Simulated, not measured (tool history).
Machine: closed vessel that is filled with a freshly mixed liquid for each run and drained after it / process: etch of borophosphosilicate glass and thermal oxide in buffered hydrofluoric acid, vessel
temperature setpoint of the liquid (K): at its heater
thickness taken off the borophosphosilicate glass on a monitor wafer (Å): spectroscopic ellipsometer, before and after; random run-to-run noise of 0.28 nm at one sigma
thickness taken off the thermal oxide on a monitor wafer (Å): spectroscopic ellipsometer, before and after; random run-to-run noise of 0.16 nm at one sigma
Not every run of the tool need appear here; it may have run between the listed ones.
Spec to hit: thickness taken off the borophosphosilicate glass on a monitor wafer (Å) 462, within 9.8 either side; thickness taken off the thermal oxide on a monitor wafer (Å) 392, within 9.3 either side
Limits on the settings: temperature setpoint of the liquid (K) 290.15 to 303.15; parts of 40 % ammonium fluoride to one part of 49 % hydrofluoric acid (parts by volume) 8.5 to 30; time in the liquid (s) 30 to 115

| run | day | temperature setpoint of the liquid (K) | parts of 40 % ammonium fluoride to one part of 49 % hydrofluoric acid (parts by volume) | time in the liquid (s) | thickness taken off the borophosphosilicate glass on a monitor wafer (Å) | thickness taken off the thermal oxide on a monitor wafer (Å) |
|---|---|---|---|---|---|---|
| 1 | 0 | 295.15 | 23 | 60 | 361.74 | 306.88 |
| 2 | 0.138 | 295.15 | 26 | 60 | 331.42 | 279.73 |
| 3 | 0.496 | 294.15 | 26 | 60 | 313.61 | 264.25 |
| 4 | 0.775 | 295.65 | 26 | 60 | 340.36 | 288.37 |
| 5 | 0.983 | 298.65 | 26 | 60 | 397.87 | 336.62 |
| 6 | 1.325 | 299.15 | 26 | 60 | 412.11 | 347.28 |
| 7 | 1.571 | 299.65 | 26 | 60 | 421.16 | 360.1 |
| 8 | 1.933 | 300.15 | 26 | 60 | 437.1 | 368.04 |
| 9 | 2 | 300.65 | 26 | 60 | 439.59 | 378.07 |

Which one of the following 5 next-run settings gets every result inside its allowed miss? There is exactly one.
| A | 2.067 | 301.15 | 25.5 | 55 | ? | ? |
| B | 2.067 | 294.65 | 28 | 80 | ? | ? |
| C | 2.067 | 301.15 | 25 | 55 | ? | ? |
| D | 2.067 | 300.65 | 21.5 | 55 | ? | ? |
| E | 2.067 | 303.15 | 28.5 | 55 | ? | ? |

| move | thickness taken off the borophosphosilicate glass on a monitor wafer (Å) | thickness taken off the thermal oxide on a monitor wafer (Å) |
|---|---|---|
| A | 425.03 | 361.31 |
| B | 407.47 | 345.34 |
| C | 430.85 | 366.25 |
| D | 465.4 | 395.39 |
| E | 437.87 | 372.62 |
A: further off than the last run
B: further off than the last run
C: further off than the last run
D: in spec on every target
E: further off than the last run
Answer: D
